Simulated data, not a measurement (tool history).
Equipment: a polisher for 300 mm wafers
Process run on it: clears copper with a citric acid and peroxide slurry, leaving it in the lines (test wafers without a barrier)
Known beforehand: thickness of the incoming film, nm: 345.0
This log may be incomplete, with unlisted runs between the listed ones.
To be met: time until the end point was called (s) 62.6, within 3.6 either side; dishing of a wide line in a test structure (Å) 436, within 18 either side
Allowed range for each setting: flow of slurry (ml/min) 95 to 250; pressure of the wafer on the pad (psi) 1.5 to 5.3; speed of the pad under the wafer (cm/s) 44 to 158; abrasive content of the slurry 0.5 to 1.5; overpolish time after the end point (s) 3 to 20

run	hour	flow of slurry (ml/min)	pressure of the wafer on the pad (psi)	speed of the pad under the wafer (cm/s)	abrasive content of the slurry	overpolish time after the end point (s)	time until the end point was called (s)	dishing of a wide line in a test structure (Å)
1	0	160	3.4	100	1	10	115.5	212.84
2	4.8	175	3.4	100	1	10	117.75	212.17
3	13.3	175	3.8	104	1	10	101.53	247.96
4	21.9	175	3.8	104	1	6	100.29	152.24
5	30.5	175	3.8	124	1	6	84.467	180.8
6	34.5	175	3.9	132	1	7	79.121	226.68
7	35.9	175	4.1	136	1	8	70.073	268.81
8	38.6	175	4.2	138	1	9	69.341	315.21

Of the 5 settings listed for the next run, only one would bring every result within its allowed miss of target. Which one?
A	41.3	195	4.5	112	1.05	18	?	?
B	41.3	185	4.5	142	0.9	11	?	?
C	41.3	170	4.4	148	0.9	12	?	?
D	41.3	160	4.2	158	1.1	13	?	?
E	41.3	205	4.3	124	1	14	?	?

move	time until the end point was called (s)	dishing of a wide line in a test structure (Å)
A	78.906	505.19
B	64.789	396.31
C	64.448	427.76
D	61.632	472.76
E	74.826	429.28
A: takes the biggest miss from the last run beyond its target
B: closes in on the targets versus the last run, not all within tolerance yet
C: every result lands within tolerance
D: takes the biggest miss from the last run beyond its target
E: the furthest-off result lands on target, but another misses its tolerance
Move C is the one to make.

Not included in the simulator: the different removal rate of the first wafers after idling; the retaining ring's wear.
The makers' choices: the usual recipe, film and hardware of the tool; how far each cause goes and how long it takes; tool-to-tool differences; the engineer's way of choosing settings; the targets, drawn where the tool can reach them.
